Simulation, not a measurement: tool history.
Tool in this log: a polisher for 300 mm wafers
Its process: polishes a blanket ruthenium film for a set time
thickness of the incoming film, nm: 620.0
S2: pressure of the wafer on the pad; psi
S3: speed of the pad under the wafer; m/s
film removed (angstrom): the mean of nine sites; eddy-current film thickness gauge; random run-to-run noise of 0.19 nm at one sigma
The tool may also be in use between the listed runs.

Run 1, hour 0: flow of slurry (ml/min) 285, S2 2.4 psi, S3 0.92 m/s, polishing time (s) 29. Result: film removed (angstrom) 343.45.
Run 2, hour 8: flow of slurry (ml/min) 285, S2 2.2 psi, S3 0.92 m/s, polishing time (s) 29. Result: film removed (angstrom) 313.13.
Run 3, hour 9.6: flow of slurry (ml/min) 285, S2 2.1 psi, S3 0.92 m/s, polishing time (s) 29. Result: film removed (angstrom) 299.48.
Run 4, hour 17: flow of slurry (ml/min) 330, S2 2.1 psi, S3 0.92 m/s, polishing time (s) 29. Result: film removed (angstrom) 304.45.
Run 5, hour 20.1: flow of slurry (ml/min) 330, S2 2.1 psi, S3 0.7 m/s, polishing time (s) 29. Result: film removed (angstrom) 234.96.
Run 6, hour 22.3: flow of slurry (ml/min) 330, S2 2.1 psi, S3 0.48 m/s, polishing time (s) 29. Result: film removed (angstrom) 160.52.
Run 7, hour 24.4: flow of slurry (ml/min) 340, S2 2.7 psi, S3 0.48 m/s, polishing time (s) 29. Result: film removed (angstrom) 208.7.
Run 8, hour 27.4: flow of slurry (ml/min) 345, S2 2.8 psi, S3 0.48 m/s, polishing time (s) 29. Result: film removed (angstrom) 215.74.
Run 9, hour 29.5: flow of slurry (ml/min) 350, S2 2.9 psi, S3 0.48 m/s, polishing time (s) 29. Result: film removed (angstrom) 225.36.
Run 10, hour 33.8: flow of slurry (ml/min) 350, S2 3 psi, S3 0.48 m/s, polishing time (s) 29. Result: film removed (angstrom) 232.58.

Run 11 has not been measured yet. What should we expect?
Run 11, hour 41.1: flow of slurry (ml/min) 350, S2 3.1 psi, S3 0.48 m/s, polishing time (s) 29. Result: film removed (angstrom) ?.

{"run 11": {"film removed (angstrom)": 240.45}}

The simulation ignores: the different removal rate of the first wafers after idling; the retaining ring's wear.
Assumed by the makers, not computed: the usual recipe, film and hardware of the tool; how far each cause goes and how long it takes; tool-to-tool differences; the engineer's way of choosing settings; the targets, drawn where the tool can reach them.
